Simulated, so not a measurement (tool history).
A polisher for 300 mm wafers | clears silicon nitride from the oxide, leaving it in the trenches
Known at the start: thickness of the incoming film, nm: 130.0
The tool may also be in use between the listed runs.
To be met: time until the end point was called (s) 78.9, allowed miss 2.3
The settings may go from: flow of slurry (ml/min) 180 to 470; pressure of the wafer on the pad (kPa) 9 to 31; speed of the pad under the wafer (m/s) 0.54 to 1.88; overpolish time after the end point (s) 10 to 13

run,hour,flow of slurry (ml/min),pressure of the wafer on the pad (kPa),speed of the pad under the wafer (m/s),overpolish time after the end point (s),time until the end point was called (s)
1,0,300,20,1.2,13,101.33
2,3.8,300,21.4,1.2,13,92.597
3,5.7,265,21.4,1.2,13,94.702
4,11.7,325,21.4,1.2,13,94.466
5,17.4,325,16.5,1.2,13,121.04
6,21.1,325,19.3,1.2,13,104.26
7,23.8,325,20.7,1.2,13,95.555
8,24.6,335,21.4,1.2,13,93.143
9,29.9,335,22.1,1.2,13,90.677
10,32.9,335,22.8,1.2,13,89.567
11,35.4,335,23.4,1.2,13,84.51
12,42.8,335,24.1,1.2,13,82.25

4 next moves are on the table. One of them brings every result within its allowed miss. Which?
A,50.2,410,24.1,1.14,13,?
B,50.2,280,23.4,1.2,10,?
C,50.2,275,25.5,1.14,13,?
D,50.2,270,29,1,10,?

move,time until the end point was called (s)
A,83.8
B,86.22
C,82.198
D,78.893
A: further off than the last run
B: further off than the last run
C: as far off as the last run
D: meets every target
Answer: D

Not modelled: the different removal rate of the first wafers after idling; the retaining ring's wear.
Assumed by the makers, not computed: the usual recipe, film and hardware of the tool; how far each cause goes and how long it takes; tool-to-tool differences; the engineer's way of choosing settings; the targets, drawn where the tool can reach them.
